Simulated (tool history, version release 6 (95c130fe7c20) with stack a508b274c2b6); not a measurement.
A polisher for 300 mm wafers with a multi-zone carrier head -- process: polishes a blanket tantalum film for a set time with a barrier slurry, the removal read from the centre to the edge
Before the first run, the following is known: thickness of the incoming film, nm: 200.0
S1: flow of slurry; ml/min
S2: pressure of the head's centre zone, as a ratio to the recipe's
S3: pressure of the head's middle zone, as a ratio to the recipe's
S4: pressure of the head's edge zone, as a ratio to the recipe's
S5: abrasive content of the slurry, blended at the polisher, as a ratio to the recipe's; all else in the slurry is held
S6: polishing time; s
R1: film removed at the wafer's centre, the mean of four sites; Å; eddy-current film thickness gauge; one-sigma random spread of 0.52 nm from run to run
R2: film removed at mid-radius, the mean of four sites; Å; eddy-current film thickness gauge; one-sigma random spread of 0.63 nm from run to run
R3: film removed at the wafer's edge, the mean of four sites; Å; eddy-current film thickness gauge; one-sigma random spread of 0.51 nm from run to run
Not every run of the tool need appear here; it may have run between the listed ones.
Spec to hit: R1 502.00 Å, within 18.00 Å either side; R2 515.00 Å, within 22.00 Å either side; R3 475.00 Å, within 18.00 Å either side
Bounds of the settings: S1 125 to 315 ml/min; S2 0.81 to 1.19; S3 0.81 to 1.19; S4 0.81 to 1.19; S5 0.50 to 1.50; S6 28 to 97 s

run,hour,S1,S2,S3,S4,S5,S6,R1,R2,R3
1,0.0,205,1.00,1.00,1.00,1.00,62,630.90,633.75,622.54
2,4.3,205,1.00,1.05,1.00,1.00,62,632.25,653.64,614.32
3,5.6,205,1.00,1.05,1.00,1.00,53,540.58,566.58,542.34
4,7.5,195,1.00,1.04,0.96,0.95,53,528.66,556.83,517.18
5,9.8,195,1.00,1.04,0.96,0.95,62,611.80,642.34,607.63
6,16.1,210,1.01,1.05,0.96,0.80,59,576.51,581.23,560.47
7,19.4,205,1.01,1.06,0.92,0.70,58,552.40,562.70,519.70
8,21.0,195,1.00,1.05,0.90,0.65,58,531.99,557.19,494.88
9,25.5,190,0.99,1.03,0.91,0.65,58,519.54,527.90,504.46

Pick the move, out of 4, that brings all results within their allowed miss; only one does.
A,30.0,185,0.90,1.09,0.88,0.60,60,?,?,?
B,30.0,205,0.96,1.06,0.81,0.65,58,?,?,?
C,30.0,195,0.98,0.90,0.88,0.90,59,?,?,?
D,30.0,205,1.03,1.06,0.97,0.75,51,?,?,?

move,R1,R2,R3
A,470.85,571.43,499.58
B,504.21,559.03,481.06
C,566.97,537.40,552.79
D,495.22,511.16,477.80
A: its largest miss is bigger than the last run's
B: meets the target for the result that was furthest off, but another lies outside its allowed miss
C: its largest miss is bigger than the last run's
D: meets every target
D meets every target.
